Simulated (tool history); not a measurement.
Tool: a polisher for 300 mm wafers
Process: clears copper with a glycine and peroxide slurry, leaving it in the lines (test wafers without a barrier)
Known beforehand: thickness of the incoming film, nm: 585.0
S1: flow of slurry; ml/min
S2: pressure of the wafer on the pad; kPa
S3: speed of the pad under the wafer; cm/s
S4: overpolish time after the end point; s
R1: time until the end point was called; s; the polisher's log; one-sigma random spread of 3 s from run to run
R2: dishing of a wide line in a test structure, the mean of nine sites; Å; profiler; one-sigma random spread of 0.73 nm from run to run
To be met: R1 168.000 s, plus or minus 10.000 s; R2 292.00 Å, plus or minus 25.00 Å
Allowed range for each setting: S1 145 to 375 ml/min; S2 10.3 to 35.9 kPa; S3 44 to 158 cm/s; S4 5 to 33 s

Run 1, hour 0.0: S1 240 ml/min, S2 22.8 kPa, S3 100 cm/s, S4 17 s. Result: R1 95.283 s, R2 756.37 Å.
Run 2, hour 4.6: S1 240 ml/min, S2 22.8 kPa, S3 124 cm/s, S4 17 s. Result: R1 78.963 s, R2 850.31 Å.
Run 3, hour 7.1: S1 240 ml/min, S2 22.8 kPa, S3 124 cm/s, S4 24 s. Result: R1 77.412 s, R2 1076.30 Å.
Run 4, hour 12.2: S1 275 ml/min, S2 22.8 kPa, S3 124 cm/s, S4 24 s. Result: R1 78.463 s, R2 1088.40 Å.
Run 5, hour 18.1: S1 245 ml/min, S2 18.6 kPa, S3 112 cm/s, S4 17 s. Result: R1 101.770 s, R2 727.52 Å.
At hour 27.0: head pressure recalibrated.
Run 6, hour 27.0: S1 245 ml/min, S2 18.6 kPa, S3 112 cm/s, S4 13 s. Result: R1 108.040 s, R2 539.77 Å.
Run 7, hour 30.6: S1 250 ml/min, S2 15.9 kPa, S3 108 cm/s, S4 11 s. Result: R1 121.690 s, R2 399.57 Å.
Run 8, hour 33.3: S1 245 ml/min, S2 10.3 kPa, S3 90 cm/s, S4 13 s. Result: R1 196.420 s, R2 317.69 Å.
Run 9, hour 39.9: S1 245 ml/min, S2 11.0 kPa, S3 92 cm/s, S4 12 s. Result: R1 181.560 s, R2 314.48 Å.

Below are 4 possible settings for the next run. Only one of them brings all results inside the allowed miss of their targets. Which is it?
Run A, hour 46.5: S1 285 ml/min, S2 16.5 kPa, S3 88 cm/s, S4 10 s. Result: R1 ?, R2 ?.
Run B, hour 46.5: S1 250 ml/min, S2 11.0 kPa, S3 104 cm/s, S4 12 s. Result: R1 ?, R2 ?.
Run C, hour 46.5: S1 280 ml/min, S2 13.1 kPa, S3 112 cm/s, S4 11 s. Result: R1 ?, R2 ?.
Run D, hour 46.5: S1 215 ml/min, S2 13.8 kPa, S3 86 cm/s, S4 10 s. Result: R1 ?, R2 ?.

move       R1      R2
   A  140.690  344.98
   B  169.340  340.39
   C  140.140  373.43
   D  167.980  292.98
A: the result that was furthest off in the last run now lies on the other side of its target
B: the worst result of the last run now meets its target, but another is out of spec
C: the result that was furthest off in the last run now lies on the other side of its target
D: hits every target within its allowed miss
The right move is D.
